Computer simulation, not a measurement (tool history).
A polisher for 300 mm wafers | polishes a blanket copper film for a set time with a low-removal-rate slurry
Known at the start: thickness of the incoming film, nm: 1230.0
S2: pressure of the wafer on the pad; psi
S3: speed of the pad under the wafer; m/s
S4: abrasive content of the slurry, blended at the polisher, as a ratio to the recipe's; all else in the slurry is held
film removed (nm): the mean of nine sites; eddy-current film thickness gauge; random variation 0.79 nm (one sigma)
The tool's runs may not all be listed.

Run 1, day 0.000: flow of slurry (ml/min) 280, S2 2.0 psi, S3 1.16 m/s, S4 1.00, polishing time (s) 78. Result: film removed (nm) 152.17.
Run 2, day 0.229: flow of slurry (ml/min) 280, S2 2.0 psi, S3 1.28 m/s, S4 1.00, polishing time (s) 78. Result: film removed (nm) 165.99.
Run 3, day 0.521: flow of slurry (ml/min) 280, S2 2.0 psi, S3 1.28 m/s, S4 0.90, polishing time (s) 78. Result: film removed (nm) 162.16.
Run 4, day 0.833: flow of slurry (ml/min) 280, S2 2.0 psi, S3 1.28 m/s, S4 0.90, polishing time (s) 78. Result: film removed (nm) 161.08.
Run 5, day 0.958: flow of slurry (ml/min) 280, S2 2.0 psi, S3 1.28 m/s, S4 1.05, polishing time (s) 78. Result: film removed (nm) 167.52.
Run 6, day 1.142: flow of slurry (ml/min) 280, S2 1.8 psi, S3 1.28 m/s, S4 1.05, polishing time (s) 78. Result: film removed (nm) 149.48.
Run 7, day 1.471: flow of slurry (ml/min) 280, S2 1.7 psi, S3 1.28 m/s, S4 1.05, polishing time (s) 78. Result: film removed (nm) 140.88.

The next listed run, before its measurement:
Run 8, day 1.617: flow of slurry (ml/min) 275, S2 1.3 psi, S3 1.28 m/s, S4 1.05, polishing time (s) 78. Result: film removed (nm) ?.

Run 8 gave film removed (nm) 109.62.
